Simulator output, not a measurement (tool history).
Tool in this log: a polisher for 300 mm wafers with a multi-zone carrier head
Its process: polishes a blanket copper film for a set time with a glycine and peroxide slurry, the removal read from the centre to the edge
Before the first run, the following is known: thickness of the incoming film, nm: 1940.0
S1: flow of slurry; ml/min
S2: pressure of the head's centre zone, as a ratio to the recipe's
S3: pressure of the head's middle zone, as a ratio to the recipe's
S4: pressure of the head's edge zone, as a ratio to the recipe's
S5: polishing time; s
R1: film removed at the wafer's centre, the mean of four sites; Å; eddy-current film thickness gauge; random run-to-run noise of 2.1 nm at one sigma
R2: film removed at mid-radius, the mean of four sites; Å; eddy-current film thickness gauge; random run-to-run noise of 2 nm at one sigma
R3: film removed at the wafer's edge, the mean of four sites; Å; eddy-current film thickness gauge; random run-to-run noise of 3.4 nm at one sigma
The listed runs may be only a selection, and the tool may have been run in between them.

Run 1, hour 0.0: S1 310 ml/min, S2 1.00, S3 1.00, S4 1.00, S5 51 s. Result: R1 2749.4 Å, R2 2715.5 Å, R3 2723.9 Å.
Run 2, hour 2.4: S1 330 ml/min, S2 1.01, S3 1.04, S4 1.01, S5 51 s. Result: R1 2783.2 Å, R2 2832.6 Å, R3 2727.9 Å.
Run 3, hour 8.8: S1 330 ml/min, S2 0.94, S3 1.04, S4 1.01, S5 51 s. Result: R1 2583.4 Å, R2 2841.0 Å, R3 2698.3 Å.
Run 4, hour 9.9: S1 400 ml/min, S2 0.94, S3 1.04, S4 1.01, S5 51 s. Result: R1 2681.3 Å, R2 2885.9 Å, R3 2757.0 Å.
Run 5, hour 15.3: S1 410 ml/min, S2 0.96, S3 1.06, S4 1.02, S5 51 s. Result: R1 2721.3 Å, R2 2917.9 Å, R3 2828.8 Å.
Run 6, hour 20.2: S1 410 ml/min, S2 1.02, S3 1.06, S4 1.02, S5 51 s. Result: R1 2876.1 Å, R2 2934.1 Å, R3 2751.2 Å.
Run 7, hour 23.2: S1 415 ml/min, S2 1.02, S3 1.08, S4 1.03, S5 51 s. Result: R1 2876.2 Å, R2 2983.9 Å, R3 2827.6 Å.
Run 8, hour 24.4: S1 420 ml/min, S2 1.02, S3 1.10, S4 1.03, S5 51 s. Result: R1 2867.9 Å, R2 3030.5 Å, R3 2780.2 Å.
Run 9, hour 33.1: S1 425 ml/min, S2 1.02, S3 1.11, S4 1.04, S5 51 s. Result: R1 2859.2 Å, R2 3078.2 Å, R3 2868.1 Å.

Run 10 has not been measured yet. What should we expect?
Run 10, hour 34.1: S1 430 ml/min, S2 1.03, S3 1.12, S4 1.03, S5 51 s. Result: R1 ?, R2 ?, R3 ?.

Run 10 measured R1 2885.4 Å, R2 3050.0 Å, R3 2815.4 Å.
